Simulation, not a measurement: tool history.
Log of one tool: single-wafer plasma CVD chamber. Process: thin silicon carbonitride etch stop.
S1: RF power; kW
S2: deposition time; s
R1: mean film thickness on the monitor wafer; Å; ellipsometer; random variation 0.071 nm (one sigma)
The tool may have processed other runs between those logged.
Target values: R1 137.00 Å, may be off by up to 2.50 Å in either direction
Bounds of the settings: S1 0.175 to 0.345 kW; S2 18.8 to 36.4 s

run 1 day=0.000 | S1=0.260 S2=27.6 | R1=194.47
run 2 day=0.196 | S1=0.250 S2=26.6 | R1=182.24
run 3 day=0.458 | S1=0.250 S2=24.6 | R1=170.19
run 4 day=0.575 | S1=0.250 S2=26.3 | R1=181.30
run 5 day=0.617 | S1=0.240 S2=25.6 | R1=175.12
run 6 day=0.725 | S1=0.240 S2=23.9 | R1=162.02
run 7 day=0.917 | S1=0.235 S2=23.6 | R1=158.58
run 8 day=0.950 | S1=0.235 S2=23.6 | R1=159.62
run 9 day=1.158 | S1=0.195 S2=20.2 | R1=126.46

Pick the move, out of 5, that brings all results within their allowed miss; only one does.
run A day=1.367 | S1=0.175 S2=19.0 | R1=?
run B day=1.367 | S1=0.185 S2=18.8 | R1=?
run C day=1.367 | S1=0.190 S2=21.3 | R1=?
run D day=1.367 | S1=0.190 S2=22.1 | R1=?
run E day=1.367 | S1=0.205 S2=22.8 | R1=?

move=A R1=114.81
move=B R1=116.21
move=C R1=133.08
move=D R1=138.08
move=E R1=146.79
A: the biggest miss grows against the last run
B: the biggest miss grows against the last run
C: closes in on the targets versus the last run, not all within tolerance yet
D: all results land within tolerance of their targets
E: carries the result that was furthest off beyond its target, to the other side
Answer: D
